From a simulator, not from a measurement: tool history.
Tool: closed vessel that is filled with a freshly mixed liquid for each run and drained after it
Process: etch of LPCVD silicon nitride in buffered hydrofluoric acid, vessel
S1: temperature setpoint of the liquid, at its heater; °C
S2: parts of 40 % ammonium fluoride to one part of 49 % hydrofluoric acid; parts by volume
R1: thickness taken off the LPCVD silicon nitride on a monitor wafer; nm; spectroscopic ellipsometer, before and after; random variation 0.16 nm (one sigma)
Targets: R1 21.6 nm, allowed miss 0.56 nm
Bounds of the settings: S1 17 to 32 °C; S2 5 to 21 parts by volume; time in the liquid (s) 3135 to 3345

Run 1, day 0: S1 25 °C, S2 13 parts by volume, time in the liquid (s) 3135. Result: R1 34.846 nm.
Run 2, day 0.304: S1 25 °C, S2 13 parts by volume, time in the liquid (s) 3135. Result: R1 35.047 nm.
Run 3, day 0.554: S1 22.5 °C, S2 13.5 parts by volume, time in the liquid (s) 3135. Result: R1 29.17 nm.
Run 4, day 0.721: S1 22.5 °C, S2 13.5 parts by volume, time in the liquid (s) 3345. Result: R1 31.492 nm.
Run 5, day 0.858: S1 20.5 °C, S2 13.5 parts by volume, time in the liquid (s) 3345. Result: R1 27.997 nm.
Run 6, day 1.121: S1 20.5 °C, S2 15 parts by volume, time in the liquid (s) 3345. Result: R1 25.092 nm.
Run 7, day 1.504: S1 19.5 °C, S2 15 parts by volume, time in the liquid (s) 3345. Result: R1 24.166 nm.
Run 8, day 1.583: S1 17 °C, S2 15 parts by volume, time in the liquid (s) 3345. Result: R1 20.891 nm.

4 next moves are on the table. One of them brings every result within its allowed miss. Which?
Run A, day 1.662: S1 17 °C, S2 14.5 parts by volume, time in the liquid (s) 3340. Result: R1 ?.
Run B, day 1.662: S1 17 °C, S2 14 parts by volume, time in the liquid (s) 3135. Result: R1 ?.
Run C, day 1.662: S1 18 °C, S2 15.5 parts by volume, time in the liquid (s) 3215. Result: R1 ?.
Run D, day 1.662: S1 17 °C, S2 14.5 parts by volume, time in the liquid (s) 3135. Result: R1 ?.

move      R1
   A  21.386
   B  20.778
   C  20.408
   D  20.073
A: meets every target
B: further off than the last run
C: further off than the last run
D: further off than the last run
Answer: A

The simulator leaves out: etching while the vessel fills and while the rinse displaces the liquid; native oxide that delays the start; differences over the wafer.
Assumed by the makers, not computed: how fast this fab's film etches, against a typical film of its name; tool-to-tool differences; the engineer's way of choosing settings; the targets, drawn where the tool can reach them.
